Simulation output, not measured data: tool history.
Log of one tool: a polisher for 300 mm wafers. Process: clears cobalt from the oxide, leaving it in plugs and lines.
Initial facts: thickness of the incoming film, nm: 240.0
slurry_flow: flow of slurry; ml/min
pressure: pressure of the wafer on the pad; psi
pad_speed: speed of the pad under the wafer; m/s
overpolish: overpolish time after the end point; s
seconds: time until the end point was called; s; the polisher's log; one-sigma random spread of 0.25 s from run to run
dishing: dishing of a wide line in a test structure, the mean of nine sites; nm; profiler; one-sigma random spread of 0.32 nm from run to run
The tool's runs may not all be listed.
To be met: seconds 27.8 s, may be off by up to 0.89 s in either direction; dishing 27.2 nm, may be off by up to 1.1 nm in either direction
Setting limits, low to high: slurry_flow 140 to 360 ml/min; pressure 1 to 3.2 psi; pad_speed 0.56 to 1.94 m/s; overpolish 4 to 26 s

run,hour,slurry_flow,pressure,pad_speed,overpolish,seconds,dishing
1,0,230,2.1,1.24,13,38.454,42.877
2,5.2,230,2.1,1.02,13,46.653,39.572
3,6.9,230,2.1,1.02,9,47.098,32.751
4,15.3,230,2.1,1.16,9,41.897,35.966
5,20.1,250,2.3,1.12,8,39.285,33.705
6,28.2,265,2.4,1.1,7,37.565,32.449
7,30.5,280,2.5,1.08,7,36.408,33.074
8,37.4,280,2.5,1.08,7,37.072,32.451
9,38.3,290,2.6,1.06,7,35.135,32.654
10,40.3,300,2.7,1.04,7,34.878,32.857
11,44.6,310,2.8,1.04,7,34.008,33.807
12,50.8,315,2.9,1.04,7,32.22,34.688

Which one of the following 4 next-run settings gets every result inside its allowed miss? There is exactly one.
A,57,340,2.9,0.96,23,?,?
B,57,185,2.8,1.14,11,?,?
C,57,285,2.8,1.2,18,?,?
D,57,335,3,1.18,4,?,?

move,seconds,dishing
A,35.137,50.571
B,33.052,42.907
C,29.785,49.961
D,27.887,27.342
A: moves away from the targets compared with the last run
B: moves away from the targets compared with the last run
C: moves away from the targets compared with the last run
D: all results land within tolerance of their targets
Move D is the one to make.
